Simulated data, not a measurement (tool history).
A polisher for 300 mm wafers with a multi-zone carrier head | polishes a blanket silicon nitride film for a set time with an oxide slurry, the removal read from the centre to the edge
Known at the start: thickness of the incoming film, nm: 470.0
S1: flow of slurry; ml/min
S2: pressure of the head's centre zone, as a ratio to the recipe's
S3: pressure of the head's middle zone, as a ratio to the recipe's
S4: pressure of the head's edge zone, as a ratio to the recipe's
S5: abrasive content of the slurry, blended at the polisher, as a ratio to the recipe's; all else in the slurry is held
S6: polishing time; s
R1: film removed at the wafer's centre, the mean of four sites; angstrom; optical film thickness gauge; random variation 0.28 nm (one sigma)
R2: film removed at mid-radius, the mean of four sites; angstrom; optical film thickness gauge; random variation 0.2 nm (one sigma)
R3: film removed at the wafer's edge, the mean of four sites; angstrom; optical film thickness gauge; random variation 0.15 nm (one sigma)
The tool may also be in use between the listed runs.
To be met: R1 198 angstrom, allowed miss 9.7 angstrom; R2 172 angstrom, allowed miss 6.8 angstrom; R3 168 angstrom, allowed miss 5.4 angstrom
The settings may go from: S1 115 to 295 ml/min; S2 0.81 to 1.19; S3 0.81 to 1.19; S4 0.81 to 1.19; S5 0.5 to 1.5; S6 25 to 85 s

run  hour   S1    S2    S3    S4    S5  S6      R1      R2      R3
  1     0  190     1     1     1     1  55  322.28  326.22  316.88
  2   5.3  190     1     1  0.93     1  55  317.29  324.45  304.98
  3   6.6  155     1     1  0.93     1  55  309.79  319.69  299.26
  4  14.1  155  1.02  0.98  0.92   0.9  52  296.47  281.03  272.07
  5  17.3  155  1.02  0.98  0.88   0.9  52  288.68  276.79  263.75
  6  22.5  155  1.02  0.98  0.87  0.85  50  271.95  266.47  247.26
  7  28.8  155  1.02  0.97  0.86   0.8  48  251.65  243.93  233.71
  8  29.9  150  1.03  0.97  0.85  0.75  46  230.51  227.61  211.61
  9    37  150  1.04  0.96  0.84   0.7  45  225.18  214.23  200.58
 10    39  145  1.06   0.9  0.82   0.5  41  183.29  158.75  154.65
 11  40.8  150  1.06  0.91  0.83   0.5  41  185.16  163.96  159.82
 12  43.9  155  1.06  0.91  0.83   0.5  41  181.71  163.24  159.79
 13  45.9  155  1.07  0.91  0.84   0.5  41  185.87  164.43  160.36
 14  52.6  155  1.07  0.91  0.84   0.5  41  186.03  162.35  160.78
 15  60.9  160  1.08  0.92  0.84   0.5  41  189.06  165.88  163.08

5 next moves are on the table. One of them brings every result within its allowed miss. Which?
  A  69.2  145  1.17  0.82  0.81   0.6  39   ?   ?   ?
  B  69.2  125  1.19  0.96  0.81   0.5  41   ?   ?   ?
  C  69.2  200  1.07  0.91  0.86  0.55  39   ?   ?   ?
  D  69.2  115  1.11  0.87  0.81   0.5  44   ?   ?   ?
  E  69.2  115  1.07  0.99  0.81   0.6  40   ?   ?   ?

move      R1      R2      R3
   A  205.57  150.98  162.09
   B  195.79  161.69  153.79
   C  194.45  168.95  167.82
   D   190.4  156.09  162.48
   E  179.81  170.26  158.83
A: brings the result that was furthest off to its target, and leaves another outside
B: brings the result that was furthest off to its target, and leaves another outside
C: meets every target
D: brings the result that was furthest off to its target, and leaves another outside
E: further off than the last run
The right move is C.

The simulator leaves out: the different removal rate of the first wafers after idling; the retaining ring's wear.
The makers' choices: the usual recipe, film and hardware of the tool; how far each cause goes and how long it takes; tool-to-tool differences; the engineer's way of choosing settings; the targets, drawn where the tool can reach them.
